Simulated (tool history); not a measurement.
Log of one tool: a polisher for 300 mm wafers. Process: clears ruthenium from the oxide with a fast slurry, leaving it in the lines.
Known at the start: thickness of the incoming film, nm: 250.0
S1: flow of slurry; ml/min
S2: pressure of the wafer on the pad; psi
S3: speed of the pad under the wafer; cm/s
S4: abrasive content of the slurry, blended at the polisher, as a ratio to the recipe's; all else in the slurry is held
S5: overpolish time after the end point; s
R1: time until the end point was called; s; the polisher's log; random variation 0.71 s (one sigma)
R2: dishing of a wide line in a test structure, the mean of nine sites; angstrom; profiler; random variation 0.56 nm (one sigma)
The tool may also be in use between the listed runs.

run    day   S1   S2  S3    S4  S5      R1      R2
  1  0.000  155  3.1  82  1.00  24  66.959  637.91
  2  0.188  155  3.1  82  0.90  24  71.008  617.38
  3  0.546  150  3.0  82  0.95  22  71.455  579.47
  4  0.829  150  3.3  82  0.95  22  64.333  611.27
  5  0.946  150  3.3  82  0.95  18  65.187  530.26
  6  1.175  145  3.3  80  1.00  17  66.732  484.31

The next listed run, before its measurement:
  7  1.375  140  3.3  80  1.05  16   ?   ?

{"run 7": {"R1": 64.19, "R2": 488.75}}
